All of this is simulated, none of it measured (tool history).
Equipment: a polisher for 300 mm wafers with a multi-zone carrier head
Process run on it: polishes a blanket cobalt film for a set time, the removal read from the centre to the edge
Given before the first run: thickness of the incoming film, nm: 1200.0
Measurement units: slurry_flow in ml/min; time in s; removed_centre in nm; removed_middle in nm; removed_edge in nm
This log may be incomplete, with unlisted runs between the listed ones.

run 1 hour=0 | slurry_flow=200 centre_zone=1 middle_zone=1 edge_zone=1 time=79 | removed_centre=357.04 removed_middle=365.36 removed_edge=336.01
run 2 hour=7.3 | slurry_flow=185 centre_zone=0.96 middle_zone=0.99 edge_zone=0.99 time=79 | removed_centre=334.62 removed_middle=355.2 removed_edge=332.42
run 3 hour=12.6 | slurry_flow=170 centre_zone=0.94 middle_zone=0.99 edge_zone=0.98 time=79 | removed_centre=330.44 removed_middle=350.74 removed_edge=325.93
run 4 hour=17.8 | slurry_flow=170 centre_zone=0.94 middle_zone=0.99 edge_zone=0.95 time=79 | removed_centre=325.91 removed_middle=346.02 removed_edge=324.45
run 5 hour=22.4 | slurry_flow=170 centre_zone=0.94 middle_zone=0.91 edge_zone=0.95 time=79 | removed_centre=331.31 removed_middle=326.78 removed_edge=326.49
run 6 hour=23.1 | slurry_flow=170 centre_zone=0.94 middle_zone=0.91 edge_zone=0.88 time=79 | removed_centre=328.27 removed_middle=322.18 removed_edge=310.42

Estimate the outcome of run 7 from the log above:
run 7 hour=30.4 | slurry_flow=170 centre_zone=0.94 middle_zone=0.91 edge_zone=0.88 time=79 | removed_centre=? removed_middle=? removed_edge=?

{"run 7": {"removed_centre": 328.1, "removed_middle": 323.94, "removed_edge": 313.98}}
